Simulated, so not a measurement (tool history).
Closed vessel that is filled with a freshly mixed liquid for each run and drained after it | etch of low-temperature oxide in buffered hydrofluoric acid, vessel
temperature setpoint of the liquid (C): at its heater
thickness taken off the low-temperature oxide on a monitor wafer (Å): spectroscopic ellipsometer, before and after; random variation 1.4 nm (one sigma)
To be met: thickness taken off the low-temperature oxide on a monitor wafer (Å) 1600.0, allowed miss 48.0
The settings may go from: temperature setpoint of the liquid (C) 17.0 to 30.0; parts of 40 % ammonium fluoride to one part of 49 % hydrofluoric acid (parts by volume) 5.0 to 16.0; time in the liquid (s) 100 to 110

run,hour,temperature setpoint of the liquid (C),parts of 40 % ammonium fluoride to one part of 49 % hydrofluoric acid (parts by volume),time in the liquid (s),thickness taken off the low-temperature oxide on a monitor wafer (Å)
1,0.0,22.0,9.5,100,1941.5
2,7.8,21.0,9.5,100,1843.2
3,9.8,20.5,9.5,100,1764.7
4,12.3,20.0,9.5,100,1719.2
5,14.2,19.5,9.5,100,1686.4
6,18.3,23.0,9.5,100,2049.1
7,19.6,22.0,9.5,100,1928.5
8,22.4,21.5,9.5,100,1841.7
9,23.9,21.0,9.5,100,1829.9
10,25.0,20.5,9.5,100,1771.2
11,26.7,20.0,9.5,100,1718.9

Which of these 4 next moves meets every target?
A,28.4,17.0,7.5,105,?
B,28.4,23.5,10.5,100,?
C,28.4,19.5,9.0,105,?
D,28.4,21.0,11.5,105,?

move,thickness taken off the low-temperature oxide on a monitor wafer (Å)
A,1917.7
B,1923.2
C,1812.8
D,1609.8
A: further off than the last run
B: further off than the last run
C: further off than the last run
D: meets every target
The right move is D.

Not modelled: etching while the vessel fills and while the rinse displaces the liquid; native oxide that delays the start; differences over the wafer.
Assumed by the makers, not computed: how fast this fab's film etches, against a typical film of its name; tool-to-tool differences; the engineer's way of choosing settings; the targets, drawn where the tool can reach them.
